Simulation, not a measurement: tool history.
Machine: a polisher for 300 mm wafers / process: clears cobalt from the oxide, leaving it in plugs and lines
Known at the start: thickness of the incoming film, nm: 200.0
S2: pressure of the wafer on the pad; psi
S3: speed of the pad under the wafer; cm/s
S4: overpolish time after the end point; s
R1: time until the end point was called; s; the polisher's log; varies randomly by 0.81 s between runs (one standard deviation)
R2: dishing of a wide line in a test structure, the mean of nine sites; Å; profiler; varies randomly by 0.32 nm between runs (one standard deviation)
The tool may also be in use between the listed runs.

run 1 day=0 | flow_of_slurry_(ml/min)=235 S2=1.9 S3=104 S4=19 | R1=48.775 R2=395.67
run 2 day=0.075 | flow_of_slurry_(ml/min)=235 S2=1.9 S3=104 S4=17 | R1=47.301 R2=386.43
run 3 day=0.133 | flow_of_slurry_(ml/min)=235 S2=1.9 S3=104 S4=16 | R1=47.433 R2=367.9
run 4 day=0.446 | flow_of_slurry_(ml/min)=235 S2=1.9 S3=104 S4=15 | R1=47.614 R2=357.98
run 5 day=0.525 | flow_of_slurry_(ml/min)=235 S2=1.9 S3=104 S4=14 | R1=49.502 R2=343.08
run 6 day=0.617 | flow_of_slurry_(ml/min)=235 S2=1.9 S3=104 S4=18 | R1=49.015 R2=382.96

What does the tool deliver on the next run?
run 7 day=0.688 | flow_of_slurry_(ml/min)=235 S2=1.9 S3=104 S4=16 | R1=? R2=?

{"run 7": {"R1": 48.267, "R2": 367.34}}
